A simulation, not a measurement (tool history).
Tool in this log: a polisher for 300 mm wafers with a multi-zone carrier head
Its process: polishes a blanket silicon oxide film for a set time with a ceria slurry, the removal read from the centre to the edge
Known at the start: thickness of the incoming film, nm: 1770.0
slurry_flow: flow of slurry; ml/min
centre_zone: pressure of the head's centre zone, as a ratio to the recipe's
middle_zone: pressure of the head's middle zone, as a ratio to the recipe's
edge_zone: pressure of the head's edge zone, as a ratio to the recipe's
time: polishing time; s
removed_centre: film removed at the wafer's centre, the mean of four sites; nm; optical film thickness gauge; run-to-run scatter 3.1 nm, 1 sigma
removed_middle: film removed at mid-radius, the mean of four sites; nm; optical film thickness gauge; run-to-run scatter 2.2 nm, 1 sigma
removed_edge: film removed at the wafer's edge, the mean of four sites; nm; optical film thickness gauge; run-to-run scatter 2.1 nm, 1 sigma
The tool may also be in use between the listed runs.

run,day,slurry_flow,centre_zone,middle_zone,edge_zone,time,removed_centre,removed_middle,removed_edge
1,0.000,130,1.00,1.00,1.00,69,354.26,356.19,359.97
2,0.233,125,1.03,0.97,0.96,66,348.71,332.37,337.86
3,0.254,120,1.05,0.94,0.93,63,334.62,305.15,311.30
4,0.500,115,1.06,0.91,0.90,63,334.80,293.04,309.64
5,0.788,115,1.06,0.91,0.85,63,332.29,295.24,299.11
6,0.896,115,1.10,0.91,0.85,63,347.49,289.48,300.42
7,0.983,110,1.10,0.90,0.84,62,339.86,282.55,292.47
8,1.042,105,1.10,0.89,0.83,61,325.32,271.64,287.84
9,1.133,105,1.11,0.89,0.82,60,326.38,271.02,278.30

What will run 10 give?
10,1.350,100,1.11,0.88,0.82,60,?,?,?

Run 10 yielded removed_centre 329.01 nm, removed_middle 261.63 nm, removed_edge 275.42 nm.
